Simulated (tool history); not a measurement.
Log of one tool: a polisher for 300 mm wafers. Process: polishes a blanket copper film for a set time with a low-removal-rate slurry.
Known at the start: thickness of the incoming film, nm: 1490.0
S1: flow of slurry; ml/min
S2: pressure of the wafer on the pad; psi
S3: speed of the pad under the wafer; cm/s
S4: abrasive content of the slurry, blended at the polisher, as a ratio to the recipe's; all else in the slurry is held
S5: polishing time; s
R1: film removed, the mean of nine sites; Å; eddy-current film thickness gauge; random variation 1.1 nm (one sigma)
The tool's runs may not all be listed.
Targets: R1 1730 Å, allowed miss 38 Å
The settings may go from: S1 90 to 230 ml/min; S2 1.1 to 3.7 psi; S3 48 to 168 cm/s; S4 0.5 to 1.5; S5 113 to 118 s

run 1 day=0 | S1=150 S2=2.4 S3=108 S4=1 S5=113 | R1=3035
run 2 day=0.062 | S1=145 S2=2.3 S3=108 S4=1 S5=113 | R1=2907.1
run 3 day=0.171 | S1=145 S2=2.3 S3=108 S4=1.1 S5=113 | R1=2959.8
run 4 day=0.208 | S1=140 S2=2.2 S3=108 S4=1.1 S5=113 | R1=2806.7
run 5 day=0.412 | S1=135 S2=2.1 S3=108 S4=1.1 S5=113 | R1=2636.1
run 6 day=0.617 | S1=135 S2=2.1 S3=108 S4=1.1 S5=118 | R1=2785.8
run 7 day=0.733 | S1=135 S2=2.1 S3=108 S4=1.1 S5=118 | R1=2757.9
run 8 day=0.842 | S1=130 S2=2 S3=108 S4=1.1 S5=118 | R1=2637.8
run 9 day=1.138 | S1=125 S2=1.9 S3=108 S4=1.1 S5=118 | R1=2460.7
run 10 day=1.475 | S1=120 S2=1.8 S3=108 S4=1.1 S5=118 | R1=2311.6
run 11 day=1.792 | S1=115 S2=1.8 S3=108 S4=1.1 S5=118 | R1=2298.1
run 12 day=1.962 | S1=115 S2=1.8 S3=108 S4=1.1 S5=118 | R1=2289.4
run 13 day=2.15 | S1=100 S2=1.5 S3=108 S4=1.1 S5=118 | R1=1876
run 14 day=2.179 | S1=90 S2=1.4 S3=108 S4=1.1 S5=118 | R1=1682.6

Which of these 5 next moves meets every target?
run A day=2.208 | S1=95 S2=1.4 S3=100 S4=1.15 S5=118 | R1=?
run B day=2.208 | S1=90 S2=1.2 S3=124 S4=1 S5=118 | R1=?
run C day=2.208 | S1=95 S2=1.5 S3=98 S4=1.05 S5=113 | R1=?
run D day=2.208 | S1=120 S2=1.2 S3=118 S4=1 S5=113 | R1=?
run E day=2.208 | S1=90 S2=1.4 S3=112 S4=1.3 S5=115 | R1=?

move=A R1=1604.2
move=B R1=1642.6
move=C R1=1589.5
move=D R1=1630.5
move=E R1=1741.3
A: further off than the last run
B: further off than the last run
C: further off than the last run
D: further off than the last run
E: meets every target
Answer: E
